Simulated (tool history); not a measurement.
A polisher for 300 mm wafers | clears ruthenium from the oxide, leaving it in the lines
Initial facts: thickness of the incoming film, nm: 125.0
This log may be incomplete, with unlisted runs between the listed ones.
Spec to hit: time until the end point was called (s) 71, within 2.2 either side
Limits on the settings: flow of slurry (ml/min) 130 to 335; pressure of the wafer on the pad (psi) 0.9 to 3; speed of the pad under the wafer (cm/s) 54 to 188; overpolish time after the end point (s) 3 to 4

run	hour	flow of slurry (ml/min)	pressure of the wafer on the pad (psi)	speed of the pad under the wafer (cm/s)	overpolish time after the end point (s)	time until the end point was called (s)
1	0	215	1.9	120	4	87.779
2	6.3	215	1.6	120	4	101.93
3	13.9	215	1.6	110	4	111.04
4	19.5	215	1.6	92	4	134.18
5	21.7	255	1.6	92	4	132.21
6	25.1	255	1.6	70	4	169.71
7	29.6	270	2.2	84	4	103.86
8	30.6	270	2.3	84	4	101.43
9	35.5	270	2.4	84	4	96.777
10	39.6	270	2.5	84	4	93.653
11	40.6	270	2.6	84	4	88.861
12	45	270	2.7	84	4	87.454
13	49.9	275	2.7	84	4	86.086
14	51.5	285	2.9	88	4	74.832
15	56.4	285	2.9	88	4	77.703

4 next moves are on the table. One of them brings every result within its allowed miss. Which?
A	61.3	255	3	102	3	?
B	61.3	335	3	90	4	?
C	61.3	290	2.9	102	4	?
D	61.3	265	2.9	102	4	?

move	time until the end point was called (s)
A	63.988
B	70.735
C	65.503
D	65.953
A: the result that was furthest off in the last run now lies on the other side of its target
B: in spec on every target
C: the result that was furthest off in the last run now lies on the other side of its target
D: the result that was furthest off in the last run now lies on the other side of its target
Answer: B
